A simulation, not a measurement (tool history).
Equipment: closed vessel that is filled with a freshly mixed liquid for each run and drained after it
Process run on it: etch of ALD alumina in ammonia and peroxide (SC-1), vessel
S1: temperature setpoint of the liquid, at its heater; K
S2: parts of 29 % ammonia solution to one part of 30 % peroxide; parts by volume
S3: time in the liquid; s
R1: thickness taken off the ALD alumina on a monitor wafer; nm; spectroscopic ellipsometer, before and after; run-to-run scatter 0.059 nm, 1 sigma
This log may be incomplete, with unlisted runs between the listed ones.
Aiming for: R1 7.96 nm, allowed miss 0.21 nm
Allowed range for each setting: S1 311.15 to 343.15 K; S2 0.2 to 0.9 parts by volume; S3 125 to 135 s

{"run": 1, "day": 0.0, "S1": 327.15, "S2": 0.5, "S3": 125, "R1": 11.248}
{"run": 2, "day": 0.2, "S1": 327.15, "S2": 0.5, "S3": 125, "R1": 11.066}
{"run": 3, "day": 0.338, "S1": 327.15, "S2": 0.5, "S3": 125, "R1": 11.175}
{"run": 4, "day": 0.654, "S1": 326.15, "S2": 0.5, "S3": 125, "R1": 10.628}
{"run": 5, "day": 0.879, "S1": 332.65, "S2": 0.5, "S3": 125, "R1": 14.704}
{"run": 6, "day": 0.912, "S1": 332.65, "S2": 0.5, "S3": 135, "R1": 15.97}
{"run": 7, "day": 1.275, "S1": 330.65, "S2": 0.5, "S3": 135, "R1": 14.499}
{"run": 8, "day": 1.325, "S1": 329.15, "S2": 0.5, "S3": 135, "R1": 13.294}
{"run": 9, "day": 1.633, "S1": 327.65, "S2": 0.5, "S3": 135, "R1": 12.54}

Next run, 4 choices. One meets every target within its allowed miss, the rest don't. Which?
{"run": "A", "day": 1.942, "S1": 320.65, "S2": 0.65, "S3": 125, "R1": "?"}
{"run": "B", "day": 1.942, "S1": 322.15, "S2": 0.4, "S3": 125, "R1": "?"}
{"run": "C", "day": 1.942, "S1": 322.65, "S2": 0.45, "S3": 125, "R1": "?"}
{"run": "D", "day": 1.942, "S1": 322.15, "S2": 0.45, "S3": 125, "R1": "?"}

move=A R1=7.9659
move=B R1=8.2686
move=C R1=8.5964
move=D R1=8.3619
A: all results land within tolerance of their targets
B: nearer than the last run, and not there yet
C: nearer than the last run, and not there yet
D: nearer than the last run, and not there yet
Correct choice: A, which meets every target
